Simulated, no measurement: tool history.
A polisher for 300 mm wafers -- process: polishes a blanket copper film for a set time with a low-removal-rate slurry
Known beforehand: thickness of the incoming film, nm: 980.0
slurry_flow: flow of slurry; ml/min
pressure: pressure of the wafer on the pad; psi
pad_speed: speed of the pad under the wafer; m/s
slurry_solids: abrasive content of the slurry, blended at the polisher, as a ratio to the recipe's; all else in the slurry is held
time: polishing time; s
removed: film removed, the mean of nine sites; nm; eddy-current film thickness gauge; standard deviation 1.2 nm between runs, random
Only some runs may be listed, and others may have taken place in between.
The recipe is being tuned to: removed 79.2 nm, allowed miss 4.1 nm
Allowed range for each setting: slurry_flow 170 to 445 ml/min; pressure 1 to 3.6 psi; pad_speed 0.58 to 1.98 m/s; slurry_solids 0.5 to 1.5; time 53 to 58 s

run	hour	slurry_flow	pressure	pad_speed	slurry_solids	time	removed
1	0	285	2.3	1.28	1	58	195.41
2	2.9	245	2.3	1.28	1	58	187.97
3	4.4	245	2.1	1.24	1	58	176.66
4	6.5	245	2	1.16	1	57	154.84
5	15.1	245	1.9	1.1	1	57	142.62
6	19	245	1.9	1.1	1	53	132.22
7	21.5	245	1.8	1.08	1	53	125.43
8	23.8	245	1.8	1.08	1	53	122.64
9	25.3	245	1.7	1.06	1	53	118.47
10	26.5	245	1.6	1.04	1	53	112.36
11	31.7	245	1.5	1.02	1	53	106.43
12	33.2	245	1.4	1	1	53	102.01
13	36.5	245	1.3	0.98	1	53	94.226

4 next moves are on the table. One of them brings every result within its allowed miss. Which?
A	39.8	215	2	0.76	0.95	58	?
B	39.8	180	1.8	0.9	1.05	53	?
C	39.8	275	1	0.88	1.3	53	?
D	39.8	255	1.4	1.06	0.95	58	?

move	removed
A	103.42
B	104.37
C	80.91
D	116.81
A: lands further from the targets than the last run did
B: lands further from the targets than the last run did
C: meets every target
D: lands further from the targets than the last run did
So the answer is move C, the one that meets all the targets.

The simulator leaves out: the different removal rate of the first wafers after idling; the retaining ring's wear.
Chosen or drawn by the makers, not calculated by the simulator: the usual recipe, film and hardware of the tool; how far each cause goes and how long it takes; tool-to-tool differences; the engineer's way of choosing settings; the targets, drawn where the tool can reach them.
